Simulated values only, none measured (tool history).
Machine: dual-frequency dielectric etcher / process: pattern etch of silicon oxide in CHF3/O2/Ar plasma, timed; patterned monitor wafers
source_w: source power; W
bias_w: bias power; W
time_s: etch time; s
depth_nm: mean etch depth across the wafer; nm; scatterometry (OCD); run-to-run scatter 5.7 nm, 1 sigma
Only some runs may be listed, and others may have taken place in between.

Run 1, day 0: source_w 500 W, bias_w 184 W, time_s 643 s. Result: depth_nm 1189.8 nm.
Run 2, day 0.362: source_w 530 W, bias_w 189 W, time_s 644 s. Result: depth_nm 1246.3 nm.
Run 3, day 0.708: source_w 530 W, bias_w 189 W, time_s 670 s. Result: depth_nm 1291.9 nm.
Run 4, day 0.879: source_w 530 W, bias_w 214 W, time_s 670 s. Result: depth_nm 1340.9 nm.
Run 5, day 1.108: source_w 530 W, bias_w 214 W, time_s 643 s. Result: depth_nm 1291.1 nm.
Run 6, day 1.475: source_w 530 W, bias_w 191 W, time_s 643 s. Result: depth_nm 1239.9 nm.
Run 7, day 1.821: source_w 530 W, bias_w 191 W, time_s 643 s. Result: depth_nm 1236.1 nm.

Run 8 is up next; what results do you expect?
Run 8, day 1.95: source_w 630 W, bias_w 219 W, time_s 648 s. Result: depth_nm ?.

Run 8 produced depth_nm 1402 nm.
